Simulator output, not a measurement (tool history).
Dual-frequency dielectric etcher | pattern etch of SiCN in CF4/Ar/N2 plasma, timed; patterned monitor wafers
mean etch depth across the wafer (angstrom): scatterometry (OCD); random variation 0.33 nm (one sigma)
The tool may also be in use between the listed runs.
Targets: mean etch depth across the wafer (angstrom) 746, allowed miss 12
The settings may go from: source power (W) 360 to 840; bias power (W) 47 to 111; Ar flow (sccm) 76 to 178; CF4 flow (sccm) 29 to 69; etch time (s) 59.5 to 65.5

run,hour,source power (W),bias power (W),Ar flow (sccm),CF4 flow (sccm),etch time (s),mean etch depth across the wafer (angstrom)
1,0,600,79,127,49,65.5,628.31
2,5.8,650,79,127,49,65.5,674.86
3,9.1,650,84,127,49,65.5,692.02
4,10.1,660,84,127,49,65.5,697.92
5,18.2,660,84,127,49,59.5,635.25
6,22.6,660,75,127,49,59.5,597.62
7,25.8,710,76,127,49,59.5,638.56
8,30.5,740,77,127,49,59.5,670.97
9,31,760,77,127,49,59.5,690.76
10,37.3,780,77,127,49,59.5,698.65
11,43.3,790,77,127,49,59.5,708.88
12,48.3,800,77,127,49,59.5,719.24
13,52.2,810,77,127,49,59.5,726.03

4 next moves are on the table. One of them brings every result within its allowed miss. Which?
A,56.1,810,79,139,48,59.5,?
B,56.1,770,86,123,51,59.5,?
C,56.1,840,74,139,48,60,?
D,56.1,710,82,124,49,64,?

move,mean etch depth across the wafer (angstrom)
A,716.52
B,740.62
C,721.38
D,721.35
A: further off than the last run
B: meets every target
C: further off than the last run
D: further off than the last run
The right move is B.

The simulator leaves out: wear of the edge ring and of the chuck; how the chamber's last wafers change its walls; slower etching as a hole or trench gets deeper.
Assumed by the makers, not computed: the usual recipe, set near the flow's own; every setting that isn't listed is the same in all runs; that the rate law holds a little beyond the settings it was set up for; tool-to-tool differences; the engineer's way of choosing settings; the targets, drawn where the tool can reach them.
